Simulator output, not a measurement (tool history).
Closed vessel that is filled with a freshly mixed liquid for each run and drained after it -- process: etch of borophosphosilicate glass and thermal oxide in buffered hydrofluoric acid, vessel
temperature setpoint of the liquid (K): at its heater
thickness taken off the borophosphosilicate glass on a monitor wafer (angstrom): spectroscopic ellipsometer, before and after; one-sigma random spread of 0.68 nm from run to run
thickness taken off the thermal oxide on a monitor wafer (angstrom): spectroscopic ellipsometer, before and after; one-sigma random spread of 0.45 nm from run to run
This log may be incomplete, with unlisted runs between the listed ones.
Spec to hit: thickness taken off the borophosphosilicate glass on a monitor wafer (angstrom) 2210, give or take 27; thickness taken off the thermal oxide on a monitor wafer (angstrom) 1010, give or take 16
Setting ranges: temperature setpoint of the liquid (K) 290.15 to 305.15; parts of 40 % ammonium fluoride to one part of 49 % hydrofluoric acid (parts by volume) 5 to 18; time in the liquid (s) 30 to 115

run	hour	temperature setpoint of the liquid (K)	parts of 40 % ammonium fluoride to one part of 49 % hydrofluoric acid (parts by volume)	time in the liquid (s)	thickness taken off the borophosphosilicate glass on a monitor wafer (angstrom)	thickness taken off the thermal oxide on a monitor wafer (angstrom)
1	0	297.15	11	60	1298.9	594.87
2	8.9	297.15	8.5	60	1622.1	749.15
3	15.6	297.15	5.5	60	2484.9	1124.8
4	18	297.15	7.5	60	1858.3	849.27
5	21.5	297.15	5	60	2720	1219.9
6	27.6	297.15	5	85	3827.9	1714.3
7	30.4	295.15	5.5	85	3176.3	1433.6
8	34.2	291.15	6	85	2345.1	1058.7
9	35.9	291.15	6	85	2360.4	1062.3

Consider the 4 candidate settings below. Which is the only one whose results all fall within their allowed miss of target?
A	37.6	297.65	9.5	90	?	?
B	37.6	304.65	18	115	?	?
C	37.6	295.65	11	110	?	?
D	37.6	301.15	13	100	?	?

move	thickness taken off the borophosphosilicate glass on a monitor wafer (angstrom)	thickness taken off the thermal oxide on a monitor wafer (angstrom)
A	2264.9	1039.8
B	2273.5	1050.7
C	2189.8	1005.2
D	2268	1045.3
A: better than the last run, though not everything is in spec
B: better than the last run, though not everything is in spec
C: every result within its allowed miss
D: better than the last run, though not everything is in spec
Correct choice: C, which meets every target
